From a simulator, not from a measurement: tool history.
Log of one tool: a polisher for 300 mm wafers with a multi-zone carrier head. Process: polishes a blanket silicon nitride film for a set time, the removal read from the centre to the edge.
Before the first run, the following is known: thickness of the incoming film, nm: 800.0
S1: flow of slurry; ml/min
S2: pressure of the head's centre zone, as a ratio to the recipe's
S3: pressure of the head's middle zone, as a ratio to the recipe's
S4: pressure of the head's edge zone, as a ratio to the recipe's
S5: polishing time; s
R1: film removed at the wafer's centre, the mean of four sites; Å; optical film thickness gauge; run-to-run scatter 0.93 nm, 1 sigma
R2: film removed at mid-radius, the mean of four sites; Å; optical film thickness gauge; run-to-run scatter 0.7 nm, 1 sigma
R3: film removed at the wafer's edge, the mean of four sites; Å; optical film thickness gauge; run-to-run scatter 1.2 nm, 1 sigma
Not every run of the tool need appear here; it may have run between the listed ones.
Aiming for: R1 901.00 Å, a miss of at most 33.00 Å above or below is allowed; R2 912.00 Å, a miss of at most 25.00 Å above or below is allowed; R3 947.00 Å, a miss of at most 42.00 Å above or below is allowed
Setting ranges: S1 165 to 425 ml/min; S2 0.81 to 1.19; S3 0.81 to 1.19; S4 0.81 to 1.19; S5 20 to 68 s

| run | hour | S1 | S2 | S3 | S4 | S5 | R1 | R2 | R3 |
|---|---|---|---|---|---|---|---|---|---|
| 1 | 0.0 | 275 | 1.00 | 1.00 | 1.00 | 44 | 1018.40 | 1031.20 | 1025.20 |
| 2 | 4.4 | 275 | 1.00 | 1.00 | 1.00 | 52 | 1195.60 | 1225.80 | 1220.50 |
| 3 | 11.1 | 305 | 1.00 | 1.00 | 1.00 | 52 | 1220.30 | 1241.50 | 1200.00 |
| 4 | 17.2 | 310 | 0.98 | 0.98 | 0.99 | 51 | 1147.20 | 1183.00 | 1199.30 |
| 5 | 20.2 | 310 | 0.98 | 0.98 | 0.98 | 50 | 1136.30 | 1171.90 | 1175.50 |
| 6 | 23.4 | 310 | 0.98 | 0.98 | 0.98 | 42 | 969.20 | 980.79 | 975.23 |
| 7 | 27.0 | 310 | 0.98 | 0.97 | 0.98 | 42 | 968.12 | 983.60 | 997.72 |
| 8 | 27.9 | 305 | 0.98 | 0.97 | 0.97 | 42 | 969.58 | 988.82 | 984.24 |
| 9 | 34.0 | 270 | 0.93 | 0.90 | 0.95 | 41 | 884.60 | 880.03 | 948.26 |
| 10 | 35.7 | 275 | 0.93 | 0.90 | 0.95 | 41 | 866.81 | 884.84 | 941.63 |
| 11 | 43.3 | 280 | 0.93 | 0.90 | 0.95 | 41 | 900.74 | 883.55 | 931.89 |

Exercise: of the 5 proposed moves below, exactly one satisfies all targets within the stated allowed misses. Which move is it?
| A | 50.9 | 305 | 1.02 | 0.99 | 0.94 | 38 | ? | ? | ? |
| B | 50.9 | 320 | 0.99 | 0.85 | 0.89 | 40 | ? | ? | ? |
| C | 50.9 | 220 | 0.94 | 0.91 | 0.91 | 43 | ? | ? | ? |
| D | 50.9 | 225 | 1.06 | 0.97 | 0.93 | 39 | ? | ? | ? |
| E | 50.9 | 260 | 0.94 | 0.83 | 0.92 | 43 | ? | ? | ? |

| move | R1 | R2 | R3 |
|---|---|---|---|
| A | 913.45 | 901.45 | 883.09 |
| B | 937.07 | 840.00 | 911.43 |
| C | 909.12 | 912.96 | 955.55 |
| D | 934.56 | 875.77 | 876.91 |
| E | 932.08 | 865.79 | 978.01 |
A: corrects the largest miss of the last run, while another result sits out of spec
B: moves away from the targets compared with the last run
C: each result inside its tolerance
D: moves away from the targets compared with the last run
E: moves away from the targets compared with the last run
Go with C: it meets all targets.

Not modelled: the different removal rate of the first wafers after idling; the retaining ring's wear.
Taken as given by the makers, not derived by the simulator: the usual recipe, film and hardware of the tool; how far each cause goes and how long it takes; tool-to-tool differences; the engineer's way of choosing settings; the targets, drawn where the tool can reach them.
